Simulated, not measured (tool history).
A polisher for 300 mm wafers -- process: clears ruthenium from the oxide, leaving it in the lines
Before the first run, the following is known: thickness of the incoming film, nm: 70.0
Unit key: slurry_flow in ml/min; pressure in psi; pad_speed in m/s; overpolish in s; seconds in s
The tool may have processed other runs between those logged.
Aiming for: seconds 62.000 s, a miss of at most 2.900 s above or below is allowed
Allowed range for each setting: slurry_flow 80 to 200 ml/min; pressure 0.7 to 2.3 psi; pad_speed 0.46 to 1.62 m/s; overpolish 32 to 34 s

run,hour,slurry_flow,pressure,pad_speed,overpolish,seconds
1,0.0,130,1.5,1.04,32,92.350
2,4.4,130,1.5,1.04,34,88.872
3,9.1,130,1.6,1.04,34,85.324
4,15.9,130,1.4,1.04,34,95.625
5,23.3,130,1.4,1.04,32,98.366
6,30.2,155,1.4,1.04,32,93.097
7,32.6,155,1.4,1.04,32,94.753
8,38.9,155,1.5,1.04,32,90.037
9,40.3,155,1.6,1.04,32,83.300
10,48.4,155,1.7,1.04,32,76.281
11,55.7,155,1.9,1.04,32,69.988

Exactly one of the 5 candidate moves below puts every result within its allowed miss. Which one?
A,63.0,150,2.1,1.20,33,?
B,63.0,145,1.6,1.44,32,?
C,63.0,145,2.1,1.22,32,?
D,63.0,145,1.9,0.92,34,?
E,63.0,165,2.3,0.82,32,?

move,seconds
A,56.033
B,61.478
C,55.442
D,80.402
E,73.031
A: pushes the last run's worst result past its target
B: all results land within tolerance of their targets
C: pushes the last run's worst result past its target
D: further off than the last run
E: further off than the last run
So the answer is move B, the one that meets all the targets.
